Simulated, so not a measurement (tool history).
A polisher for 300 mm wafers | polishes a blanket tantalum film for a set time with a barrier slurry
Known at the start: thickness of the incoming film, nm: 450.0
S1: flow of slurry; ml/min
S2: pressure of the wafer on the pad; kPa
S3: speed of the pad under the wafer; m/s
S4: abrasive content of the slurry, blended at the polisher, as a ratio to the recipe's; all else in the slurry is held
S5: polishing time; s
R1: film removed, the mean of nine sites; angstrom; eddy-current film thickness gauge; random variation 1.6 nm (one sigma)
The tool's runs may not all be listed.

Run 1, hour 0: S1 255 ml/min, S2 9 kPa, S3 0.82 m/s, S4 1, S5 99 s. Result: R1 912.4 angstrom.
Run 2, hour 6.7: S1 285 ml/min, S2 9 kPa, S3 0.82 m/s, S4 1, S5 99 s. Result: R1 906.57 angstrom.
Run 3, hour 8.2: S1 285 ml/min, S2 9.7 kPa, S3 0.82 m/s, S4 1, S5 99 s. Result: R1 952.32 angstrom.
Run 4, hour 13.1: S1 285 ml/min, S2 10.3 kPa, S3 0.82 m/s, S4 1, S5 99 s. Result: R1 979.59 angstrom.
Run 5, hour 18.6: S1 245 ml/min, S2 10.3 kPa, S3 0.82 m/s, S4 1, S5 99 s. Result: R1 1007.8 angstrom.
Run 6, hour 25.1: S1 245 ml/min, S2 10.3 kPa, S3 0.82 m/s, S4 0.9, S5 99 s. Result: R1 963.54 angstrom.

Run 7 comes next. What will it give?
Run 7, hour 33.9: S1 245 ml/min, S2 11 kPa, S3 0.82 m/s, S4 0.9, S5 99 s. Result: R1 ?.

R1: 1027 angstrom
